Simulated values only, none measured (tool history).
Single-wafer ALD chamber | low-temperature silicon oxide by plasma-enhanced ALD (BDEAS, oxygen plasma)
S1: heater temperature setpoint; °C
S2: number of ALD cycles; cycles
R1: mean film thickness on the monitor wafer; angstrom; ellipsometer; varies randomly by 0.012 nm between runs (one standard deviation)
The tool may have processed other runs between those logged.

Run 1, day 0.000: S1 95 °C, S2 42 cycles. Result: R1 58.942 angstrom.
Run 2, day 0.067: S1 97 °C, S2 41 cycles. Result: R1 56.710 angstrom.
Run 3, day 0.096: S1 97 °C, S2 35 cycles. Result: R1 48.654 angstrom.
Run 4, day 0.408: S1 97 °C, S2 29 cycles. Result: R1 40.256 angstrom.
Run 5, day 0.688: S1 95 °C, S2 30 cycles. Result: R1 41.885 angstrom.
Run 6, day 0.804: S1 95 °C, S2 33 cycles. Result: R1 46.232 angstrom.

Run 7 has not been measured yet. What should we expect?
Run 7, day 0.958: S1 92 °C, S2 33 cycles. Result: R1 ?.

{"run 7": {"R1": 46.568}}
